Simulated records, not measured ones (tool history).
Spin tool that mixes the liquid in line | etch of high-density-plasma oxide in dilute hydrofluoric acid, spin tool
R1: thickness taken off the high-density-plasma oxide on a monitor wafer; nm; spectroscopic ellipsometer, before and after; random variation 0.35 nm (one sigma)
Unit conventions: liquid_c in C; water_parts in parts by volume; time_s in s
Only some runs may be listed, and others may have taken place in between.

run 1 hour=0 | liquid_c=21 water_parts=95 time_s=180 | R1=15.728
run 2 hour=1.9 | liquid_c=22.5 water_parts=85 time_s=180 | R1=19.132
run 3 hour=3.2 | liquid_c=23.5 water_parts=80 time_s=180 | R1=21.007
run 4 hour=6.8 | liquid_c=24.5 water_parts=75 time_s=180 | R1=23.696
run 5 hour=15.2 | liquid_c=25.5 water_parts=70 time_s=180 | R1=26.827
run 6 hour=22.3 | liquid_c=22 water_parts=70 time_s=180 | R1=23.026
run 7 hour=26.6 | liquid_c=23 water_parts=65 time_s=180 | R1=26.044

Run 8 is up next; what results do you expect?
run 8 hour=28.5 | liquid_c=23 water_parts=65 time_s=180 | R1=?

R1: 25.82 nm

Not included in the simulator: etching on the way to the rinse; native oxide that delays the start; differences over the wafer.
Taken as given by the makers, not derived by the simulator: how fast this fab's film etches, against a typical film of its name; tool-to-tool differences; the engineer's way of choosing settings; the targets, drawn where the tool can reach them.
